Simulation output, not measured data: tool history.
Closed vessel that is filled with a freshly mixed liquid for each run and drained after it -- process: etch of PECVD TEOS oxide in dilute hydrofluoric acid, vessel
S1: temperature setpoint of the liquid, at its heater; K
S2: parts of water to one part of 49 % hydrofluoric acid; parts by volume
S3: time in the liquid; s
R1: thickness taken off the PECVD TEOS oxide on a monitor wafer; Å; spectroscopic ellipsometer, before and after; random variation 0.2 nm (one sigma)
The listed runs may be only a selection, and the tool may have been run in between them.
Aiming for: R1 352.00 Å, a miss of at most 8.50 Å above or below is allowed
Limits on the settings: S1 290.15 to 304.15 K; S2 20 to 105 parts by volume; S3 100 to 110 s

run 1 day=0.000 | S1=296.15 S2=55 S3=100 | R1=498.89
run 2 day=0.050 | S1=296.15 S2=55 S3=110 | R1=544.58
run 3 day=0.142 | S1=296.15 S2=35 S3=110 | R1=880.28
run 4 day=0.246 | S1=295.15 S2=40 S3=110 | R1=728.14
run 5 day=0.604 | S1=294.15 S2=45 S3=110 | R1=620.06
run 6 day=0.933 | S1=291.65 S2=45 S3=110 | R1=554.38
run 7 day=1.296 | S1=291.15 S2=50 S3=110 | R1=486.41
run 8 day=1.492 | S1=290.65 S2=60 S3=110 | R1=395.32

Of the 5 settings listed for the next run, only one would bring every result within its allowed miss of target. Which one?
run A day=1.688 | S1=290.65 S2=65 S3=100 | R1=?
run B day=1.688 | S1=290.15 S2=65 S3=110 | R1=?
run C day=1.688 | S1=291.65 S2=60 S3=100 | R1=?
run D day=1.688 | S1=294.15 S2=80 S3=110 | R1=?
run E day=1.688 | S1=290.65 S2=70 S3=110 | R1=?

move=A R1=328.35
move=B R1=353.42
move=C R1=373.46
move=D R1=334.92
move=E R1=333.59
A: carries the result that was furthest off beyond its target, to the other side
B: in spec on every target
C: gains on the last run, yet a result remains outside its allowed miss
D: carries the result that was furthest off beyond its target, to the other side
E: carries the result that was furthest off beyond its target, to the other side
The move that meets every target is B.
